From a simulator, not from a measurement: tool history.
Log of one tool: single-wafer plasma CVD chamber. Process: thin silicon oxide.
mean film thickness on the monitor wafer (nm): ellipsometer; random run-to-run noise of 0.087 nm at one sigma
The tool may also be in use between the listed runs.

run  hour  heater temperature setpoint (deg C)  chamber pressure (Torr)  RF power (W)  deposition time (s)  mean film thickness on the monitor wafer (nm)
  1   0.0                                  410                    0.800           215                11.17                                         17.029
  2   3.8                                  410                    0.800           215                11.53                                         17.548
  3   9.7                                  410                    0.800           215                11.17                                         17.007
  4  12.9                                  410                    0.800           195                11.17                                         16.312
  5  17.8                                  400                    0.800           195                11.17                                         16.529
  6  21.1                                  400                    0.685           195                11.17                                         14.060
  7  27.5                                  400                    0.738           195                11.17                                         15.171

Forecast run 8:
  8  30.9                                  400                    0.778           195                11.17                                              ?

Run 8 measured mean film thickness on the monitor wafer (nm) 16.090.

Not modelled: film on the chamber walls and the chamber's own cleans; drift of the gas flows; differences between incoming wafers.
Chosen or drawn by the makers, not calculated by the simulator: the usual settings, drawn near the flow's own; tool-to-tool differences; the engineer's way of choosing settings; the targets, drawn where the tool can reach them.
